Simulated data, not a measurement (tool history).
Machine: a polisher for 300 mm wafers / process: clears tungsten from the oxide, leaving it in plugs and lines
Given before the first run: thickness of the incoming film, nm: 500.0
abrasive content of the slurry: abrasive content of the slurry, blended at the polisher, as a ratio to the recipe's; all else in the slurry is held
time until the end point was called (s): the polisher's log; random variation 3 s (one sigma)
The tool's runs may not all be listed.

run    day  flow of slurry (ml/min)  pressure of the wafer on the pad (psi)  speed of the pad under the wafer (cm/s)  abrasive content of the slurry  overpolish time after the end point (s)  time until the end point was called (s)
  1      0                      290                                     4.2                                      142                               1                                       24                                   80.194
  2  0.162                      290                                     4.2                                      142                               1                                       26                                   80.352
  3  0.454                      290                                       4                                      138                               1                                       26                                   88.136
  4    0.8                      315                                       4                                      138                               1                                       26                                    84.17
  5  1.088                      310                                     3.8                                      136                               1                                       26                                   92.276
  6  1.225                      310                                     3.8                                      136                               1                                       24                                   92.005
  7  1.388                      310                                     3.6                                      134                               1                                       24                                   96.072
  8  1.529                      310                                     3.4                                      132                               1                                       24                                    104.7
  9  1.708                      310                                     3.2                                      130                               1                                       24                                   112.05
 10   1.85                      310                                     3.1                                      128                               1                                       24                                   117.31
 11    1.9                      310                                       3                                      128                               1                                       24                                   120.89
 12  1.954                      310                                     2.9                                      128                               1                                       24                                   124.08
 13  2.258                      310                                     2.8                                      128                               1                                       24                                   131.21
 14  2.338                      305                                     2.7                                      128                               1                                       24                                   130.32
 15  2.654                      305                                     1.9                                      108                               1                                       24                                   220.75
 16  2.975                      310                                       2                                      108                               1                                       24                                   206.26
 17  3.092                      310                                       2                                      108                               1                                       24                                    206.6
 18  3.154                      310                                     2.8                                      112                               1                                       24                                   142.49
 19  3.208                      305                                     2.8                                      112                               1                                       24                                   147.71

Run 20, settings as shown, results not yet in. Your forecast:
 20  3.554                      300                                     2.8                                      112                               1                                       24                                        ?

time until the end point was called (s): 146.18
